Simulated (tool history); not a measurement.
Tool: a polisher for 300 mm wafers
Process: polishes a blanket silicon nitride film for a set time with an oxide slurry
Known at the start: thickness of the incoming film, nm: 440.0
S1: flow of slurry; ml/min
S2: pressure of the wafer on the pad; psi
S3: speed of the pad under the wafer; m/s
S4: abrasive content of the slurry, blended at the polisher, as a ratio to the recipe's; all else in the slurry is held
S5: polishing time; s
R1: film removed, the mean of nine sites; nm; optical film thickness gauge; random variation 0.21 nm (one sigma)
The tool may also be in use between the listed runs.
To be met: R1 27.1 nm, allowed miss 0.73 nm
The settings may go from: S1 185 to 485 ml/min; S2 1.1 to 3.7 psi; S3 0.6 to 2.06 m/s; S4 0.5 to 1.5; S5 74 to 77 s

run 1 day=0 | S1=310 S2=2.4 S3=1.32 S4=1 S5=74 | R1=31.407
run 2 day=0.354 | S1=310 S2=2.3 S3=1.32 S4=1 S5=74 | R1=29.997
run 3 day=0.388 | S1=305 S2=2.2 S3=1.32 S4=1 S5=74 | R1=29.022
run 4 day=0.5 | S1=240 S2=2.2 S3=1.32 S4=1 S5=74 | R1=28.26
run 5 day=0.562 | S1=240 S2=2.2 S3=1.32 S4=1 S5=77 | R1=29.792
run 6 day=0.654 | S1=215 S2=2.2 S3=1.32 S4=1 S5=77 | R1=29.237
run 7 day=0.925 | S1=210 S2=2.1 S3=1.32 S4=1 S5=77 | R1=28.39
run 8 day=1.067 | S1=210 S2=2.1 S3=1.32 S4=1 S5=77 | R1=27.857

4 next moves are on the table. One of them brings every result within its allowed miss. Which?
run A day=1.208 | S1=225 S2=2.1 S3=1.32 S4=0.95 S5=75 | R1=?
run B day=1.208 | S1=190 S2=2.3 S3=1.32 S4=0.9 S5=77 | R1=?
run C day=1.208 | S1=250 S2=2.3 S3=1.42 S4=0.85 S5=77 | R1=?
run D day=1.208 | S1=240 S2=1.5 S3=1.32 S4=1.35 S5=76 | R1=?

move=A R1=27.004
move=B R1=28.457
move=C R1=29.083
move=D R1=25.432
A: meets every target
B: further off than the last run
C: further off than the last run
D: takes the result that was furthest off past its target
Move A is the one to make.
